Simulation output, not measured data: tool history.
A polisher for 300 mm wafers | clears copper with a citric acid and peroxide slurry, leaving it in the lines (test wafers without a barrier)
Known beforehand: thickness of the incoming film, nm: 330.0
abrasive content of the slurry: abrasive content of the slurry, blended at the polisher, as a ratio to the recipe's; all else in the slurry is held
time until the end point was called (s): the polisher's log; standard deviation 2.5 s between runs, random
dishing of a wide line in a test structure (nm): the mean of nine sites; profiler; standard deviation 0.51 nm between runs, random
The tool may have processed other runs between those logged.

| run | hour | flow of slurry (ml/min) | pressure of the wafer on the pad (kPa) | speed of the pad under the wafer (cm/s) | abrasive content of the slurry | overpolish time after the end point (s) | time until the end point was called (s) | dishing of a wide line in a test structure (nm) |
|---|---|---|---|---|---|---|---|---|
| 1 | 0 | 300 | 26.9 | 112 | 1 | 25 | 93.392 | 53.733 |
| 2 | 3.9 | 300 | 26.9 | 112 | 1 | 34 | 94.339 | 67.496 |
| 3 | 11 | 300 | 24.8 | 104 | 1 | 35 | 107.76 | 61.457 |
| 4 | 16.1 | 300 | 24.8 | 78 | 1 | 35 | 141.07 | 49.627 |
| 5 | 24.5 | 300 | 21.4 | 78 | 1 | 35 | 164.75 | 44.663 |
| 6 | 31 | 300 | 21.4 | 78 | 1 | 29 | 162.16 | 38.763 |
| 7 | 36 | 300 | 20 | 76 | 1 | 31 | 175.96 | 36.903 |
| 8 | 36.7 | 300 | 18.6 | 76 | 1 | 33 | 188.73 | 37.257 |
| 9 | 39.5 | 300 | 17.9 | 76 | 1 | 34 | 189.51 | 36.864 |
| 10 | 45.8 | 300 | 17.2 | 74 | 1 | 36 | 202.81 | 37.197 |
| 11 | 48.4 | 300 | 16.5 | 74 | 1 | 37 | 214.27 | 36.827 |
| 12 | 54.8 | 300 | 16.5 | 74 | 1 | 37 | 212.04 | 36.307 |
| 13 | 60.9 | 300 | 15.9 | 74 | 1 | 38 | 216.35 | 36.299 |

Predict the results of run 14:
| 14 | 68.1 | 300 | 15.2 | 74 | 1 | 39 | ? | ? |

Run 14 came out at time until the end point was called (s) 225.18, dishing of a wide line in a test structure (nm) 36.577.
